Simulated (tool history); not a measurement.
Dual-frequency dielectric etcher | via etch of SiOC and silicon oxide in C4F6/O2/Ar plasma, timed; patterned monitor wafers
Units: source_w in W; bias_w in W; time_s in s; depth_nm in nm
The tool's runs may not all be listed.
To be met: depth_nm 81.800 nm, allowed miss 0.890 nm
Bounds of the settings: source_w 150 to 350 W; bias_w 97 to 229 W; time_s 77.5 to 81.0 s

Run 1, day 0.000: source_w 250 W, bias_w 163 W, time_s 77.5 s. Result: depth_nm 70.318 nm.
Run 2, day 0.204: source_w 260 W, bias_w 163 W, time_s 77.5 s. Result: depth_nm 71.225 nm.
Run 3, day 0.304: source_w 260 W, bias_w 137 W, time_s 77.5 s. Result: depth_nm 67.356 nm.
Run 4, day 0.646: source_w 270 W, bias_w 140 W, time_s 77.5 s. Result: depth_nm 68.567 nm.
Run 5, day 0.896: source_w 270 W, bias_w 158 W, time_s 77.5 s. Result: depth_nm 71.252 nm.
Run 6, day 0.975: source_w 280 W, bias_w 160 W, time_s 77.5 s. Result: depth_nm 72.762 nm.
Run 7, day 1.017: source_w 290 W, bias_w 161 W, time_s 77.5 s. Result: depth_nm 74.059 nm.
At day 1.283: wet clean of the chamber.
Run 8, day 1.283: source_w 340 W, bias_w 168 W, time_s 77.5 s. Result: depth_nm 82.707 nm.

Which of these 5 next moves meets every target?
Run A, day 1.550: source_w 350 W, bias_w 173 W, time_s 77.5 s. Result: depth_nm ?.
Run B, day 1.550: source_w 340 W, bias_w 163 W, time_s 80.0 s. Result: depth_nm ?.
Run C, day 1.550: source_w 350 W, bias_w 148 W, time_s 81.0 s. Result: depth_nm ?.
Run D, day 1.550: source_w 350 W, bias_w 171 W, time_s 78.5 s. Result: depth_nm ?.
Run E, day 1.550: source_w 350 W, bias_w 146 W, time_s 79.5 s. Result: depth_nm ?.

move  depth_nm
   A    84.601
   B    84.636
   C    83.800
   D    85.347
   E    81.869
A: further off than the last run
B: further off than the last run
C: further off than the last run
D: further off than the last run
E: meets every target
The right move is E.
